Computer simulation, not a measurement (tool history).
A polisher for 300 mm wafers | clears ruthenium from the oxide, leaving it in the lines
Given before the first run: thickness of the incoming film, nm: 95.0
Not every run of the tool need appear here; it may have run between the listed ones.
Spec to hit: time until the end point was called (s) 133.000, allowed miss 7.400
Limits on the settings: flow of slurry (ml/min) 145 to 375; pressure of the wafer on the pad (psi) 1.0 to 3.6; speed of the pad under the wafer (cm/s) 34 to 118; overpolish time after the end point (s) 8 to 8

run	hour	flow of slurry (ml/min)	pressure of the wafer on the pad (psi)	speed of the pad under the wafer (cm/s)	overpolish time after the end point (s)	time until the end point was called (s)
1	0.0	240	2.3	76	8	84.271
2	1.8	240	2.1	76	8	95.048
3	7.9	270	2.1	76	8	93.035
4	11.8	270	2.1	76	8	95.115
5	19.4	270	2.1	88	8	82.283
6	27.6	270	1.9	88	8	88.796
7	30.5	270	1.7	88	8	98.913
8	38.9	270	1.6	88	8	102.960
9	42.6	270	1.6	88	8	104.710
10	46.4	270	1.0	86	8	167.540
11	53.7	270	1.4	86	8	123.800

Which of these 4 next moves meets every target?
A	61.0	295	1.3	84	8	?
B	61.0	275	1.6	84	8	?
C	61.0	300	1.6	78	8	?
D	61.0	255	1.3	96	8	?

move	time until the end point was called (s)
A	134.580
B	111.170
C	118.480
D	119.910
A: every result lands within tolerance
B: moves away from the targets compared with the last run
C: moves away from the targets compared with the last run
D: moves away from the targets compared with the last run
The right move is A.

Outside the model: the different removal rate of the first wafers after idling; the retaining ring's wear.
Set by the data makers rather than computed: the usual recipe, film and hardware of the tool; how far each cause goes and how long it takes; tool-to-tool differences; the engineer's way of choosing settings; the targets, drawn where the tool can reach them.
